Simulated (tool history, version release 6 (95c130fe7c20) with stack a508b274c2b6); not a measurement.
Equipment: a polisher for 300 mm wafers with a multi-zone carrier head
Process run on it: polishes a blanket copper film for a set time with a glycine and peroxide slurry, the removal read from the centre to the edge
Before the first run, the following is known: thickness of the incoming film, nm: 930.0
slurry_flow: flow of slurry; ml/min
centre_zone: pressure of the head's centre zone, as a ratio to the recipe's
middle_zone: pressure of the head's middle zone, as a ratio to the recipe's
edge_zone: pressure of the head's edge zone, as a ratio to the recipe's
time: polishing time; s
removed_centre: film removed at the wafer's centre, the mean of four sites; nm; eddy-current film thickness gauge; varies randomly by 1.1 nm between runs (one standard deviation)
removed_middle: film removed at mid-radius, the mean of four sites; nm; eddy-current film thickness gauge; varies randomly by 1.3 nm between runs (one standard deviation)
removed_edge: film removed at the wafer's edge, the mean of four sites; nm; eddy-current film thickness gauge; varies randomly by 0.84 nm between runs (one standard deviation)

run	hour	slurry_flow	centre_zone	middle_zone	edge_zone	time	removed_centre	removed_middle	removed_edge
1	0	205	1	1	1	37	112.77	112.87	108.75
2	8	205	1	0.97	1	37	110.86	113.29	110.84
3	12.9	200	1.01	0.96	0.98	34	105.84	99.915	99.711
4	13.6	195	0.98	0.96	0.95	33	96.218	96.533	94.83
5	21.7	190	0.98	0.95	0.92	32	94.617	94.252	90.63
6	26.4	185	0.97	0.94	0.91	32	92.721	91.82	89.36

Expected results for the next run?
7	34.5	180	0.96	0.93	0.9	32	?	?	?

{"run 7": {"removed_centre": 92.648, "removed_middle": 90.066, "removed_edge": 89.043}}
